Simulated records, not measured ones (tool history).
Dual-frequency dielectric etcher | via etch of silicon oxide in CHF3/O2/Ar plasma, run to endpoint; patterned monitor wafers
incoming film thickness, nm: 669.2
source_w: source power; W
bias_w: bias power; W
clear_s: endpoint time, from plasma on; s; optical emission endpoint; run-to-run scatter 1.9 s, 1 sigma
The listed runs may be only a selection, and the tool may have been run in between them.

| run | hour | source_w | bias_w | clear_s |
|---|---|---|---|---|
| 1 | 0.0 | 840 | 200 | 338.05 |
| 2 | 3.5 | 740 | 193 | 361.66 |
| 3 | 8.6 | 790 | 193 | 349.49 |
| 4 | 12.2 | 710 | 190 | 366.86 |
| 5 | 18.5 | 710 | 218 | 349.60 |
| 6 | 25.0 | 640 | 211 | 368.38 |

Expected results for the next run?
| 7 | 25.5 | 600 | 208 | ? |

Run 7 yielded clear_s 376.39 s.

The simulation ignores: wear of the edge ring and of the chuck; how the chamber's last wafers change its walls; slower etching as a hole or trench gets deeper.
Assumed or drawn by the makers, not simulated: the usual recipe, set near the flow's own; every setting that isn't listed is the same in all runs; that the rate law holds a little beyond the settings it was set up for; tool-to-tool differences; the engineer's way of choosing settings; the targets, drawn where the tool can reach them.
